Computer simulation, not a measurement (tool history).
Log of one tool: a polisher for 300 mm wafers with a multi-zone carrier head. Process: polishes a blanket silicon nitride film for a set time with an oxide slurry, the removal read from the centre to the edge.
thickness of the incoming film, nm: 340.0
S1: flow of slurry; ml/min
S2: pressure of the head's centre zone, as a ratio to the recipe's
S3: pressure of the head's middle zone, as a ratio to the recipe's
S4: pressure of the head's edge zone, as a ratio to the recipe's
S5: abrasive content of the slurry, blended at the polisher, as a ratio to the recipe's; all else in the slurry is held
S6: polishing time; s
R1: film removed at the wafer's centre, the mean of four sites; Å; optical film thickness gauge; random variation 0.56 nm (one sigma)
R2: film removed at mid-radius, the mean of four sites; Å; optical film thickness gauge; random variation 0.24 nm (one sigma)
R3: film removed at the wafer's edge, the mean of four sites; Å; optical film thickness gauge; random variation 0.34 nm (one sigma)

| run | hour | S1 | S2 | S3 | S4 | S5 | S6 | R1 | R2 | R3 |
|---|---|---|---|---|---|---|---|---|---|---|
| 1 | 0.0 | 305 | 1.00 | 1.00 | 1.00 | 1.00 | 67 | 333.30 | 330.12 | 342.73 |
| 2 | 6.3 | 340 | 1.00 | 1.00 | 1.00 | 1.00 | 67 | 324.08 | 337.55 | 340.56 |
| 3 | 12.9 | 340 | 1.00 | 1.00 | 1.04 | 1.00 | 67 | 331.69 | 335.47 | 349.58 |
| 4 | 21.0 | 340 | 1.00 | 1.00 | 1.04 | 0.90 | 67 | 312.99 | 316.96 | 325.36 |
| 5 | 26.9 | 340 | 1.02 | 1.02 | 1.05 | 0.90 | 67 | 324.86 | 320.03 | 328.05 |
| 6 | 35.7 | 340 | 1.02 | 1.02 | 1.05 | 0.75 | 67 | 281.98 | 283.64 | 287.52 |
| 7 | 41.6 | 345 | 1.04 | 1.04 | 1.06 | 0.80 | 67 | 304.83 | 304.10 | 304.33 |

Forecast run 8:
| 8 | 45.3 | 345 | 1.06 | 1.06 | 1.07 | 0.80 | 67 | ? | ? | ? |

Run 8 gave R1 302.67 Å, R2 305.39 Å, R3 306.04 Å.

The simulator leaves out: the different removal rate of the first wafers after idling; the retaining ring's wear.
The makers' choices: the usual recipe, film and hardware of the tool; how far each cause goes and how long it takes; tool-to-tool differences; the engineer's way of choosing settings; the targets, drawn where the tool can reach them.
